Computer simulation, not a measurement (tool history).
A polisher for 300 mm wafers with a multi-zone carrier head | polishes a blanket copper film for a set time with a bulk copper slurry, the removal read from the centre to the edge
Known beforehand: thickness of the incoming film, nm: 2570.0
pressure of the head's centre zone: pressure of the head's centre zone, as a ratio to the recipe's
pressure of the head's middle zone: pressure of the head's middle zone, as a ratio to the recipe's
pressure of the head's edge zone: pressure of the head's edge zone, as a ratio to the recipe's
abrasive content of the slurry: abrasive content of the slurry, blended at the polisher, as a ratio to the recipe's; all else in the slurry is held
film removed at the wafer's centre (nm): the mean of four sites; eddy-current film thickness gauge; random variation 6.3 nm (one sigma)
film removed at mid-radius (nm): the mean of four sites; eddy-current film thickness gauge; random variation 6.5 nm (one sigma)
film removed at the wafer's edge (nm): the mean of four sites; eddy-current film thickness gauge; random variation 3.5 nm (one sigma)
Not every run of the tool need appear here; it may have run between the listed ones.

run  hour  flow of slurry (ml/min)  pressure of the head's centre zone  pressure of the head's middle zone  pressure of the head's edge zone  abrasive content of the slurry  polishing time (s)  film removed at the wafer's centre (nm)  film removed at mid-radius (nm)  film removed at the wafer's edge (nm)
  1     0                      190                                   1                                   1                                 1                               1                  57                                   462.01                           459.04                                  462.8
  2   8.6                      190                                   1                                   1                                 1                             1.1                  57                                   471.93                           476.74                                 477.04
  3  11.4                      190                                   1                                   1                              0.92                             1.1                  57                                   476.17                           474.85                                 457.37
  4  12.7                      190                                   1                                   1                              0.92                             1.1                  69                                   568.69                           569.94                                 553.86
  5  15.8                      190                                   1                                   1                              0.92                            1.25                  69                                   591.42                           591.76                                 564.47
  6  19.8                      190                                   1                                   1                              0.96                            1.25                  69                                   591.77                           586.25                                 582.54
  7  28.2                      195                                1.02                                0.99                              0.95                            1.25                  69                                   604.08                           588.77                                 583.65

Run 8 is up next; what results do you expect?
  8  34.4                      195                                1.04                                0.98                              0.94                            1.25                  69                                        ?                                ?                                      ?

film removed at the wafer's centre (nm): 624.35
film removed at mid-radius (nm): 581.35
film removed at the wafer's edge (nm): 582.06
